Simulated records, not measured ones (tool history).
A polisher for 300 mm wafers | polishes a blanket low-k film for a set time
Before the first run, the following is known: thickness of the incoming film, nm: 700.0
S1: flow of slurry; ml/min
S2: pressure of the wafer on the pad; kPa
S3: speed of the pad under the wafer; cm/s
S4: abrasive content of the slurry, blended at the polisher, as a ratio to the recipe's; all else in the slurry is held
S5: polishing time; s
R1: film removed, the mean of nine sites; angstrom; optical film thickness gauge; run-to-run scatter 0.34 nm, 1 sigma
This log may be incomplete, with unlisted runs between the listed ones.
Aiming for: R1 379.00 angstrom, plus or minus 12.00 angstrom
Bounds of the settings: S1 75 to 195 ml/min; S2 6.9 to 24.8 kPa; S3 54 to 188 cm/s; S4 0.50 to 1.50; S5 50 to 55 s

| run | day | S1 | S2 | S3 | S4 | S5 | R1 |
|---|---|---|---|---|---|---|---|
| 1 | 0.000 | 125 | 15.9 | 120 | 1.00 | 55 | 283.12 |
| 2 | 0.354 | 135 | 17.2 | 120 | 1.00 | 55 | 309.51 |
| 3 | 0.721 | 135 | 20.7 | 120 | 1.00 | 55 | 348.49 |
| 4 | 0.825 | 140 | 20.7 | 120 | 1.00 | 55 | 348.61 |
| 5 | 0.862 | 140 | 20.7 | 120 | 0.85 | 55 | 316.64 |
| 6 | 1.179 | 145 | 22.1 | 120 | 0.85 | 55 | 336.86 |
| 7 | 1.346 | 145 | 22.8 | 120 | 0.85 | 55 | 347.66 |
| 8 | 1.517 | 145 | 23.4 | 120 | 0.85 | 55 | 352.53 |
| 9 | 1.783 | 150 | 24.1 | 120 | 0.85 | 55 | 359.53 |
| 10 | 1.867 | 150 | 24.1 | 122 | 0.85 | 55 | 364.71 |

Of the 5 settings listed for the next run, only one would bring every result within its allowed miss of target. Which one?
| A | 1.950 | 160 | 21.4 | 128 | 1.00 | 51 | ? |
| B | 1.950 | 140 | 24.8 | 104 | 1.00 | 55 | ? |
| C | 1.950 | 135 | 23.4 | 132 | 0.75 | 55 | ? |
| D | 1.950 | 140 | 24.8 | 116 | 0.95 | 53 | ? |
| E | 1.950 | 145 | 24.8 | 122 | 0.95 | 53 | ? |

| move | R1 |
|---|---|
| A | 348.97 |
| B | 344.81 |
| C | 340.63 |
| D | 353.40 |
| E | 370.38 |
A: further off than the last run
B: further off than the last run
C: further off than the last run
D: further off than the last run
E: in spec on every target
Go with E: it meets all targets.
